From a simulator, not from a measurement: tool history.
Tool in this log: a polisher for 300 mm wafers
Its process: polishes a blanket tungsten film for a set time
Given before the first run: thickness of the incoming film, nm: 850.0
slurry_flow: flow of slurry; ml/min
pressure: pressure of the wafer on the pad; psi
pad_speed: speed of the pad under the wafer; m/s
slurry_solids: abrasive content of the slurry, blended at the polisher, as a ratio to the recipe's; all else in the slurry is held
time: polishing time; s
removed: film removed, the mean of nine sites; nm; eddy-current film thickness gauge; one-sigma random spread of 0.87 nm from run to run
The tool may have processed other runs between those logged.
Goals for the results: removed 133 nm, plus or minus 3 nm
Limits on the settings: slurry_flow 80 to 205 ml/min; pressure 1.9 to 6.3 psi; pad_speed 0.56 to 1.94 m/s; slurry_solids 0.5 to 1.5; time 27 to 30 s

Run 1, hour 0: slurry_flow 135 ml/min, pressure 4.1 psi, pad_speed 1.24 m/s, slurry_solids 1, time 30 s. Result: removed 180.81 nm.
Run 2, hour 7.5: slurry_flow 135 ml/min, pressure 4.6 psi, pad_speed 1.24 m/s, slurry_solids 1, time 30 s. Result: removed 200.69 nm.
Run 3, hour 12.8: slurry_flow 135 ml/min, pressure 4.6 psi, pad_speed 1.06 m/s, slurry_solids 1, time 30 s. Result: removed 171.43 nm.
Run 4, hour 21.5: slurry_flow 135 ml/min, pressure 4.6 psi, pad_speed 1.06 m/s, slurry_solids 1, time 27 s. Result: removed 155.29 nm.
At hour 29.7: slurry nozzle cleaned.
Run 5, hour 29.7: slurry_flow 130 ml/min, pressure 4.5 psi, pad_speed 1.06 m/s, slurry_solids 1, time 27 s. Result: removed 163.49 nm.
Run 6, hour 36.2: slurry_flow 140 ml/min, pressure 4.4 psi, pad_speed 1.06 m/s, slurry_solids 1, time 27 s. Result: removed 164.05 nm.
Run 7, hour 45: slurry_flow 130 ml/min, pressure 4.4 psi, pad_speed 1.06 m/s, slurry_solids 1, time 27 s. Result: removed 160.69 nm.
Run 8, hour 51.9: slurry_flow 130 ml/min, pressure 4.2 psi, pad_speed 1.06 m/s, slurry_solids 1, time 27 s. Result: removed 154.75 nm.
Run 9, hour 53.5: slurry_flow 130 ml/min, pressure 4 psi, pad_speed 1.06 m/s, slurry_solids 1, time 27 s. Result: removed 149.42 nm.
Run 10, hour 55.2: slurry_flow 130 ml/min, pressure 3.9 psi, pad_speed 1.06 m/s, slurry_solids 1, time 27 s. Result: removed 145.42 nm.
Run 11, hour 58.9: slurry_flow 130 ml/min, pressure 3.8 psi, pad_speed 1.06 m/s, slurry_solids 1, time 27 s. Result: removed 142.67 nm.
Run 12, hour 63.7: slurry_flow 130 ml/min, pressure 3.7 psi, pad_speed 1.06 m/s, slurry_solids 1, time 27 s. Result: removed 140.17 nm.
Run 13, hour 68.1: slurry_flow 105 ml/min, pressure 3.6 psi, pad_speed 1.06 m/s, slurry_solids 1, time 27 s. Result: removed 129.25 nm.

Pick the move, out of 4, that brings all results within their allowed miss; only one does.
Run A, hour 72.5: slurry_flow 90 ml/min, pressure 3.5 psi, pad_speed 1.04 m/s, slurry_solids 1, time 28 s. Result: removed ?.
Run B, hour 72.5: slurry_flow 120 ml/min, pressure 3.5 psi, pad_speed 0.9 m/s, slurry_solids 1.15, time 29 s. Result: removed ?.
Run C, hour 72.5: slurry_flow 115 ml/min, pressure 2.6 psi, pad_speed 1.32 m/s, slurry_solids 0.9, time 27 s. Result: removed ?.
Run D, hour 72.5: slurry_flow 80 ml/min, pressure 3.7 psi, pad_speed 1.08 m/s, slurry_solids 1.45, time 27 s. Result: removed ?.

move  removed
   A    123.3
   B   123.81
   C   126.27
   D   132.89
A: the biggest miss grows against the last run
B: the biggest miss grows against the last run
C: the biggest miss grows against the last run
D: all results in spec
The right move is D.
